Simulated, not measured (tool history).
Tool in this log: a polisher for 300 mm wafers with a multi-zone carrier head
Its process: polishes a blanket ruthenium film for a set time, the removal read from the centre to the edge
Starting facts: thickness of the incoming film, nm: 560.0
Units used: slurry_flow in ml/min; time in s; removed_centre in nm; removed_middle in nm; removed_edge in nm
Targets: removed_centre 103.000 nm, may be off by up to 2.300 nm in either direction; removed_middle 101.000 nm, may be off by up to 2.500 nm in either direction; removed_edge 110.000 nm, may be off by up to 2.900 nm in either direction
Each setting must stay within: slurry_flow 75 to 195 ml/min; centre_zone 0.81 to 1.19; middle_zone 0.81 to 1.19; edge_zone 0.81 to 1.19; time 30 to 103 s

run,hour,slurry_flow,centre_zone,middle_zone,edge_zone,time,removed_centre,removed_middle,removed_edge
1,0.0,125,1.00,1.00,1.00,66,95.607,96.387,94.237
2,4.8,95,1.00,1.00,1.00,66,89.868,91.360,91.717
3,6.4,105,1.00,0.99,1.04,66,92.880,92.127,94.651
4,7.9,125,1.00,0.99,1.04,66,95.950,95.415,95.823
5,11.7,125,1.00,0.99,0.98,66,96.081,93.870,93.936
6,13.6,130,0.99,0.98,1.02,67,97.113,96.840,98.200
7,21.6,135,0.99,0.97,1.04,67,98.123,96.750,99.351
8,25.4,140,0.99,0.96,1.06,67,98.643,95.621,99.589
9,31.1,145,0.98,0.96,1.08,67,98.603,96.976,102.170
10,37.8,150,0.98,0.96,1.10,67,98.384,97.013,102.870

Which one of the following 5 next-run settings gets every result inside its allowed miss? There is exactly one.
A,44.5,130,0.93,0.87,1.16,69,?,?,?
B,44.5,135,1.12,1.05,1.04,63,?,?,?
C,44.5,165,0.97,0.92,1.12,67,?,?,?
D,44.5,130,0.95,0.92,1.07,74,?,?,?
E,44.5,165,1.08,1.10,1.00,63,?,?,?

move,removed_centre,removed_middle,removed_edge
A,94.221,89.997,105.600
B,104.710,96.790,92.215
C,100.050,95.374,103.910
D,103.280,101.100,109.270
E,104.960,104.250,92.922
A: misses by more than the last run did
B: misses by more than the last run did
C: nearer than the last run, and not there yet
D: hits every target within its allowed miss
E: misses by more than the last run did
So the answer is move D, the one that meets all the targets.

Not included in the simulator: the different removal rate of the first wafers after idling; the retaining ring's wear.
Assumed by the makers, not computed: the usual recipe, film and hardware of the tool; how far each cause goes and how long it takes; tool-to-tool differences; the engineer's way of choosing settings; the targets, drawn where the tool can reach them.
